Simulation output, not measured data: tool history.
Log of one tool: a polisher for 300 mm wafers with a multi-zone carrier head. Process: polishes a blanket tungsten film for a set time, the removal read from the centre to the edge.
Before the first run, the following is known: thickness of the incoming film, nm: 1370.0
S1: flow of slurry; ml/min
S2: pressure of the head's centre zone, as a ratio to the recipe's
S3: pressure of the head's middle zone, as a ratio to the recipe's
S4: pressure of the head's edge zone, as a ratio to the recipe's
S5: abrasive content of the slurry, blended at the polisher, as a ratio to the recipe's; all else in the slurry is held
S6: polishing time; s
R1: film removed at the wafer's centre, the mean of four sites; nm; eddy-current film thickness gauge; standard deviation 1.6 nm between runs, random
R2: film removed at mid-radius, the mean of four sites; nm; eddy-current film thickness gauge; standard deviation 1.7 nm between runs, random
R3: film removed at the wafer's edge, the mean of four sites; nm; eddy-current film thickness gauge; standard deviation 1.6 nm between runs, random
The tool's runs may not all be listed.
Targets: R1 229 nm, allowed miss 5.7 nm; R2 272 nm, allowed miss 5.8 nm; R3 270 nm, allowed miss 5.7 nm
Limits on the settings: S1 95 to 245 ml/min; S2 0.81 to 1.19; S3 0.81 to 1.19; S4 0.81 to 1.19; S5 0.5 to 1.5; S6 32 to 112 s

| run | hour | S1 | S2 | S3 | S4 | S5 | S6 | R1 | R2 | R3 |
|---|---|---|---|---|---|---|---|---|---|---|
| 1 | 0 | 155 | 1 | 1 | 1 | 1 | 72 | 410.93 | 412.75 | 423.45 |
| 2 | 3.9 | 155 | 1 | 1.03 | 1 | 1 | 72 | 408.12 | 426.65 | 417.21 |
| 3 | 9.6 | 145 | 0.96 | 1.02 | 0.97 | 0.9 | 69 | 357.79 | 380.21 | 380.35 |
| 4 | 11.8 | 180 | 0.96 | 1.02 | 0.97 | 0.9 | 69 | 374.72 | 404.22 | 392.33 |
| 5 | 14.7 | 180 | 0.96 | 1.02 | 0.97 | 0.85 | 69 | 362.13 | 390.31 | 379.21 |
| 6 | 23.6 | 175 | 0.93 | 1.01 | 0.94 | 0.8 | 67 | 333.65 | 366.91 | 357.27 |
| 7 | 24.4 | 165 | 0.91 | 1 | 0.92 | 0.75 | 66 | 307.35 | 351.26 | 334.57 |
| 8 | 26.5 | 120 | 0.81 | 0.9 | 0.82 | 0.6 | 66 | 231.78 | 268.78 | 276.77 |
| 9 | 34.5 | 120 | 0.81 | 0.91 | 0.82 | 0.6 | 66 | 232.1 | 272.61 | 276.42 |
| 10 | 38.4 | 115 | 0.81 | 0.92 | 0.81 | 0.55 | 66 | 219.59 | 260.05 | 260.58 |
| 11 | 40.5 | 120 | 0.81 | 0.92 | 0.81 | 0.55 | 66 | 221.82 | 264.92 | 265.28 |

Of the 4 settings listed for the next run, only one would bring every result within its allowed miss of target. Which one?
| A | 42.6 | 130 | 0.9 | 1.06 | 0.81 | 0.55 | 63 | ? | ? | ? |
| B | 42.6 | 115 | 0.87 | 0.93 | 0.81 | 0.6 | 66 | ? | ? | ? |
| C | 42.6 | 145 | 0.92 | 1.05 | 0.81 | 0.5 | 65 | ? | ? | ? |
| D | 42.6 | 115 | 0.84 | 0.96 | 0.86 | 0.55 | 67 | ? | ? | ? |

| move | R1 | R2 | R3 |
|---|---|---|---|
| A | 239.67 | 289.37 | 253.61 |
| B | 243.58 | 274.79 | 271.37 |
| C | 247.15 | 288.55 | 253.07 |
| D | 228.79 | 274.41 | 271.01 |
A: pushes the last run's worst result past its target
B: pushes the last run's worst result past its target
C: pushes the last run's worst result past its target
D: in spec on every target
Correct choice: D, which meets every target
